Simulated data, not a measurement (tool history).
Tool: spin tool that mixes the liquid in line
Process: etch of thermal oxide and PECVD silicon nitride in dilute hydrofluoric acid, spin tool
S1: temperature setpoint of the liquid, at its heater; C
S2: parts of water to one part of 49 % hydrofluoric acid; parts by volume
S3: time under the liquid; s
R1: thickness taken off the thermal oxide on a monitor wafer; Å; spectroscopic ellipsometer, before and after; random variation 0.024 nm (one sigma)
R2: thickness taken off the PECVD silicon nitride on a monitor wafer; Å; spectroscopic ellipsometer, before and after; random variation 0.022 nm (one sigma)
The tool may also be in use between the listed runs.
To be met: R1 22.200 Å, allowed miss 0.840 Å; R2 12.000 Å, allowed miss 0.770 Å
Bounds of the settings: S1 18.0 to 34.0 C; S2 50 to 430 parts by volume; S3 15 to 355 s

{"run": 1, "hour": 0.0, "S1": 26.0, "S2": 240, "S3": 180, "R1": 37.181, "R2": 20.664}
{"run": 2, "hour": 3.2, "S1": 26.0, "S2": 240, "S3": 220, "R1": 46.37, "R2": 25.191}
{"run": 3, "hour": 6.2, "S1": 26.0, "S2": 295, "S3": 220, "R1": 35.882, "R2": 20.738}
{"run": 4, "hour": 11.1, "S1": 29.0, "S2": 295, "S3": 220, "R1": 38.974, "R2": 24.569}
{"run": 5, "hour": 15.4, "S1": 27.0, "S2": 315, "S3": 220, "R1": 33.21, "R2": 20.544}
{"run": 6, "hour": 16.1, "S1": 25.0, "S2": 325, "S3": 220, "R1": 30.478, "R2": 17.194}
{"run": 7, "hour": 22.7, "S1": 24.5, "S2": 340, "S3": 220, "R1": 28.716, "R2": 16.166}
{"hour": 29.1, "done": "hydrofluoric acid flow meter replaced"}
{"run": 8, "hour": 29.1, "S1": 24.0, "S2": 355, "S3": 220, "R1": 22.794, "R2": 13.824}
{"run": 9, "hour": 34.5, "S1": 23.0, "S2": 350, "S3": 220, "R1": 22.294, "R2": 13.245}
{"run": 10, "hour": 41.6, "S1": 23.0, "S2": 350, "S3": 220, "R1": 22.831, "R2": 12.979}
{"run": 11, "hour": 50.5, "S1": 23.0, "S2": 350, "S3": 220, "R1": 22.627, "R2": 13.378}
{"run": 12, "hour": 58.5, "S1": 22.5, "S2": 340, "S3": 215, "R1": 22.401, "R2": 12.726}

4 next moves are on the table. One of them brings every result within its allowed miss. Which?
{"run": "A", "hour": 66.5, "S1": 27.0, "S2": 355, "S3": 200, "R1": "?", "R2": "?"}
{"run": "B", "hour": 66.5, "S1": 20.0, "S2": 270, "S3": 190, "R1": "?", "R2": "?"}
{"run": "C", "hour": 66.5, "S1": 21.0, "S2": 325, "S3": 215, "R1": "?", "R2": "?"}
{"run": "D", "hour": 66.5, "S1": 23.0, "S2": 430, "S3": 295, "R1": "?", "R2": "?"}

move=A R1=23.027 R2=15.063
move=B R1=24.459 R2=12.225
move=C R1=22.687 R2=12.312
move=D R1=22.979 R2=14.513
A: further off than the last run
B: brings the result that was furthest off to its target, and leaves another outside
C: meets every target
D: further off than the last run
Move C is the one to make.
